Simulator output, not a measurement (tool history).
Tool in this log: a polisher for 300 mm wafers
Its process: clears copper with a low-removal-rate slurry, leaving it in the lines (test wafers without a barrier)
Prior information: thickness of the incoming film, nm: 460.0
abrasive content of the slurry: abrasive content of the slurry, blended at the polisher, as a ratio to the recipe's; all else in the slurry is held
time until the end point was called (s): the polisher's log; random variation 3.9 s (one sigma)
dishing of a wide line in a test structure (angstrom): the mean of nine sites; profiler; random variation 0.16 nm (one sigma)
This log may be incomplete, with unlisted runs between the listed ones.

run  hour  flow of slurry (ml/min)  pressure of the wafer on the pad (psi)  speed of the pad under the wafer (m/s)  abrasive content of the slurry  overpolish time after the end point (s)  time until the end point was called (s)  dishing of a wide line in a test structure (angstrom)
  1   0.0                      195                                     2.2                                    1.38                             1.0                                       19                                  177.360                                                 347.61
  2   1.2                      195                                     2.7                                    1.38                             1.0                                       19                                  140.530                                                 429.04
  3   6.8                      195                                     2.9                                    1.38                             1.0                                       19                                  132.290                                                 448.42
  4  15.0                      195                                     2.9                                    1.62                             1.0                                       19                                  113.130                                                 509.65
     23.6  -- slurry blender recalibrated
  5  23.6                      195                                     2.9                                    1.84                             1.0                                       19                                   95.074                                                 576.41
  6  24.7                      195                                     2.9                                    1.60                             1.0                                       19                                  108.360                                                 538.43
  7  32.2                      200                                     2.6                                    1.54                             1.0                                       16                                  121.460                                                 410.95
  8  34.5                      200                                     2.2                                    1.46                             1.0                                       14                                  146.980                                                 302.80
  9  43.2                      200                                     2.2                                    1.46                             1.0                                       14                                  150.900                                                 305.17

Run 10 has not been measured yet. What should we expect?
 10  44.3                      230                                     1.6                                    1.40                             1.0                                        6                                        ?                                                      ?

{"run 10": {"time until the end point was called (s)": 201.46, "dishing of a wide line in a test structure (angstrom)": 102.37}}

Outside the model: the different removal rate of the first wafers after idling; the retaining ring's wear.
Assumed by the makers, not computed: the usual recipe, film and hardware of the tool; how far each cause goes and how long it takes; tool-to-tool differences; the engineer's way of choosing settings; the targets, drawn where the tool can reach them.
